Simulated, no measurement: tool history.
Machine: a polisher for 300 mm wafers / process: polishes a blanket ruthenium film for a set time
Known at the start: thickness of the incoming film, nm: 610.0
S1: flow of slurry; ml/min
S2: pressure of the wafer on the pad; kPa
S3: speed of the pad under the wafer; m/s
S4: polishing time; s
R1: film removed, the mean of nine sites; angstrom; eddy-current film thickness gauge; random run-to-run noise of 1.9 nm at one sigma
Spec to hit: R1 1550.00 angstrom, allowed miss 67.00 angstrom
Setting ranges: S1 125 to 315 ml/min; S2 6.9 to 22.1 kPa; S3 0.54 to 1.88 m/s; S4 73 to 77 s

run	day	S1	S2	S3	S4	R1
1	0.000	205	14.5	1.20	73	844.82
2	0.121	205	15.2	1.22	73	912.55
3	0.396	205	15.2	1.40	73	1034.00
4	0.767	180	15.2	1.40	73	1013.70
5	1.038	180	15.9	1.40	73	1026.60
6	1.104	190	16.5	1.40	73	1082.70
7	1.329	190	20.7	1.44	73	1378.60
8	1.696	195	20.7	1.44	73	1376.00
9	1.858	205	21.4	1.46	73	1484.70
10	1.938	210	21.4	1.46	73	1427.10

Next run, 5 choices. One meets every target within its allowed miss, the rest don't. Which?
A	2.017	180	20.7	1.50	74	?
B	2.017	230	19.3	1.50	73	?
C	2.017	250	18.6	1.52	76	?
D	2.017	200	20.7	1.52	77	?
E	2.017	230	15.9	1.52	73	?

move	R1
A	1436.50
B	1378.90
C	1421.70
D	1538.00
E	1175.00
A: an improvement on the last run, though not all results are within tolerance
B: further off than the last run
C: as far off as the last run
D: each result inside its tolerance
E: further off than the last run
Answer: D

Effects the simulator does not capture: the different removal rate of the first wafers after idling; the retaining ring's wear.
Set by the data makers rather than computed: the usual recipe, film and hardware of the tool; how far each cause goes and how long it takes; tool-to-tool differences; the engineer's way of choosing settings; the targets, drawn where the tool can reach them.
